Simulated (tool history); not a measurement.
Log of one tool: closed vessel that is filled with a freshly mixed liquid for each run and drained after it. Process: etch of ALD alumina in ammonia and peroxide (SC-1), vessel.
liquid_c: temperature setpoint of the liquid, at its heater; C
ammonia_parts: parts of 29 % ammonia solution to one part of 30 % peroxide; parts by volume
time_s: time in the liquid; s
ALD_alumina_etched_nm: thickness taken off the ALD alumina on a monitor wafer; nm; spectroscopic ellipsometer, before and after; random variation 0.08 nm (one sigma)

run,hour,liquid_c,ammonia_parts,time_s,ALD_alumina_etched_nm
1,0,56,0.65,235,21.104
2,6,49,0.65,235,14.569
3,8.3,49,0.8,235,14.796
4,11.1,47,0.8,235,13.305
5,17.6,46,0.8,235,12.52
6,21.4,45,0.8,235,11.94
7,22.8,44.5,0.8,235,11.508

The next listed run, before its measurement:
8,27.9,44,0.8,235,?

Run 8 gave ALD_alumina_etched_nm 11.264 nm.
